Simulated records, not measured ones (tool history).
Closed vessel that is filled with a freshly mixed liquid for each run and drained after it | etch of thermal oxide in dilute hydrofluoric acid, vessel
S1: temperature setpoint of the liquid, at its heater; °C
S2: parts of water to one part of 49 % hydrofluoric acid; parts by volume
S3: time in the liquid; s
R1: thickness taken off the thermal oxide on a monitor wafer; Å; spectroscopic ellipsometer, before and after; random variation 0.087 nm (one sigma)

run	day	S1	S2	S3	R1
1	0	23	240	235	35.973
2	0.158	21.5	240	235	33.878
3	0.488	23.5	200	235	46.158
4	0.738	22	200	235	43.424
5	0.975	22	245	235	33.805
# day 1.125: hydrofluoric acid flow meter replaced
6	1.125	22	245	235	37.476
7	1.217	24	205	235	50.834
8	1.4	25.5	190	235	57.761

Forecast run 9:
9	1.488	26.5	170	235	?

Run 9 gave R1 69.117 Å.
